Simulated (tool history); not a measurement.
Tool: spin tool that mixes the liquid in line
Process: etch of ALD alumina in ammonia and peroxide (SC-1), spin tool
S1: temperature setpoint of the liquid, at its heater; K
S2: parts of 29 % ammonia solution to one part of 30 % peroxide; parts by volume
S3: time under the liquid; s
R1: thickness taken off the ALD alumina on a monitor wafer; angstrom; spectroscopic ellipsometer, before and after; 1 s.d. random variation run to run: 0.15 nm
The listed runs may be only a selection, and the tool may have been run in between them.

run	hour	S1	S2	S3	R1
1	0	324.15	0.6	270	191.79
2	4.6	324.15	0.5	270	185.2
3	9.5	324.15	0.65	270	193.94
4	15.3	331.15	0.65	270	276.96
5	21.7	329.65	0.65	270	256.77
6	29.9	329.65	0.65	270	259.13
7	37.9	328.65	0.65	270	241.93
8	43.3	327.65	0.65	270	230.28
9	48.2	326.65	0.65	270	217.85
10	55.1	326.15	0.65	270	215.64

Estimate the outcome of run 11 from the log above:
11	63.4	320.15	0.65	270	?

Run 11 produced R1 154.91 angstrom.
